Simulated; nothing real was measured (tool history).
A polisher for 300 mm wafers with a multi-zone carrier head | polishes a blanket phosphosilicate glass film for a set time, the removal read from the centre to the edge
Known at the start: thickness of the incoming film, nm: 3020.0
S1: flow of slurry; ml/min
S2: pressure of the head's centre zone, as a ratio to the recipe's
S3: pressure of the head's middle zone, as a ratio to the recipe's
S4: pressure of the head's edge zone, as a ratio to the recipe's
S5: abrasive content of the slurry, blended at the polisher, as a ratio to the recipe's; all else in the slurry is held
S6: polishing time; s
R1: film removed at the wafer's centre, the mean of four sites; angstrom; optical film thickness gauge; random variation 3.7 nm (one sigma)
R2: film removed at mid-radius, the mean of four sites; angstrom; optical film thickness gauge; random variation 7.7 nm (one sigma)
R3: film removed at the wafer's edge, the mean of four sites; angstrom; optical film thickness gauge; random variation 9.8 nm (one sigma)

run  hour   S1    S2    S3    S4    S5  S6      R1      R2      R3
  1   0.0  275  1.00  1.00  1.00  1.00  58  4480.1  4382.6  4452.2
  2   7.7  275  1.00  1.02  1.02  1.10  59  4794.1  4706.2  4717.6
  3  16.5  275  0.99  1.04  1.04  1.15  60  4960.3  4992.7  4998.7
  4  17.2  275  0.99  1.04  0.98  1.15  60  4921.5  4820.2  4782.6
  5  23.7  315  0.99  1.04  0.98  1.15  60  4935.8  5025.4  4865.8
  6  27.0  325  0.99  1.05  1.01  1.20  60  5029.0  5104.8  4997.0
  7  33.2  330  0.99  1.07  1.03  1.25  61  5228.1  5353.9  5281.1
  8  35.4  335  0.99  1.09  1.04  1.30  62  5478.8  5702.8  5427.7
  9  39.6  340  0.98  1.10  1.06  1.35  63  5568.0  5964.4  5709.0
 10  42.3  340  0.98  1.11  1.07  1.35  63  5575.8  6022.2  5725.0
 11  47.2  340  0.98  1.12  1.08  1.35  63  5567.0  5904.2  5615.0
 12  54.8  340  0.97  1.12  1.08  1.35  64  5553.5  5978.2  5668.8
 13  57.5  350  0.97  1.12  1.09  1.35  65  5683.8  6279.5  6038.2
 14  61.3  410  1.03  1.17  1.15  1.40  65  6261.5  6621.6  6225.1
 15  68.3  410  1.02  1.17  1.15  1.40  65  6095.6  6765.3  6217.0
 16  76.8  410  1.02  1.17  1.16  1.40  65  6134.5  6541.5  6266.4

Forecast run 17:
 17  83.7  410  1.01  1.17  1.16  1.40  65   ?   ?   ?

Run 17 gave R1 6063.2 angstrom, R2 6620.0 angstrom, R3 6408.2 angstrom.

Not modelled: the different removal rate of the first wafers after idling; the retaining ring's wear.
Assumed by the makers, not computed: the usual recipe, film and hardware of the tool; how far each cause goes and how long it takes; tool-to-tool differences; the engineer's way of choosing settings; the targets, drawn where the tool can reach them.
